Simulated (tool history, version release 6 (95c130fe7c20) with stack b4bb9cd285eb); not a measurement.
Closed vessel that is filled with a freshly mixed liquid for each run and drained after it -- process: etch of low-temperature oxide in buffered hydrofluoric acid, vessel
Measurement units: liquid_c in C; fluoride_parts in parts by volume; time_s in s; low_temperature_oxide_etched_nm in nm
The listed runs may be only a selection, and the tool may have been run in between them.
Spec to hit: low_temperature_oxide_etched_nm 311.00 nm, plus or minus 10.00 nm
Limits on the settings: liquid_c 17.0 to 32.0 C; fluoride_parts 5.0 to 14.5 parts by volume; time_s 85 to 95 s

run  hour  liquid_c  fluoride_parts  time_s  low_temperature_oxide_etched_nm
  1   0.0      24.0             9.0      85                           217.02
  2   6.1      23.0             9.0      85                           207.53
  3   8.7      21.0             9.0      85                           187.92
  4  16.9      22.5             9.0      85                           202.87
  5  18.1      22.5             9.0      85                           201.75
  6  25.6      24.0             9.0      85                           223.79
  7  29.2      25.0             9.0      85                           234.31
  8  33.3      26.0             9.0      85                           249.51
  9  42.0      26.5             9.0      85                           254.32
 10  43.5      26.5             9.0      85                           254.33
 11  48.3      26.5             9.0      85                           252.08
 12  55.5      27.0             9.0      85                           259.76
 13  63.8      27.5             9.0      85                           273.87
 14  71.1      28.0             9.0      85                           271.07
 15  78.1      28.5             9.0      85                           281.57

Pick the move, out of 4, that brings all results within their allowed miss; only one does.
  A  85.1      29.0            10.0      85                                ?
  B  85.1      29.5            10.0      95                                ?
  C  85.1      28.5            10.0      85                                ?
  D  85.1      27.5             9.5      85                                ?

move  low_temperature_oxide_etched_nm
   A                           268.61
   B                           308.22
   C                           261.60
   D                           256.21
A: lands further from the targets than the last run did
B: hits every target within its allowed miss
C: lands further from the targets than the last run did
D: lands further from the targets than the last run did
B meets every target.
